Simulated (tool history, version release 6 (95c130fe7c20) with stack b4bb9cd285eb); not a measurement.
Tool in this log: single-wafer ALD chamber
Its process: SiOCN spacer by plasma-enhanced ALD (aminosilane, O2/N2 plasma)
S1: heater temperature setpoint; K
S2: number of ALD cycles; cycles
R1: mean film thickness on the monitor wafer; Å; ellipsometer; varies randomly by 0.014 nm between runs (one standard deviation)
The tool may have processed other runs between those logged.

{"run": 1, "hour": 0.0, "S1": 668.15, "S2": 101, "R1": 58.329}
{"run": 2, "hour": 7.8, "S1": 676.15, "S2": 101, "R1": 57.395}
{"run": 3, "hour": 13.0, "S1": 668.15, "S2": 101, "R1": 57.973}
{"run": 4, "hour": 21.5, "S1": 659.15, "S2": 101, "R1": 58.08}
{"run": 5, "hour": 24.4, "S1": 652.15, "S2": 101, "R1": 58.332}
{"run": 6, "hour": 30.5, "S1": 644.15, "S2": 101, "R1": 58.16}

Expected results for the next run?
{"run": 7, "hour": 34.0, "S1": 644.15, "S2": 92, "R1": "?"}

{"run 7": {"R1": 52.99}}

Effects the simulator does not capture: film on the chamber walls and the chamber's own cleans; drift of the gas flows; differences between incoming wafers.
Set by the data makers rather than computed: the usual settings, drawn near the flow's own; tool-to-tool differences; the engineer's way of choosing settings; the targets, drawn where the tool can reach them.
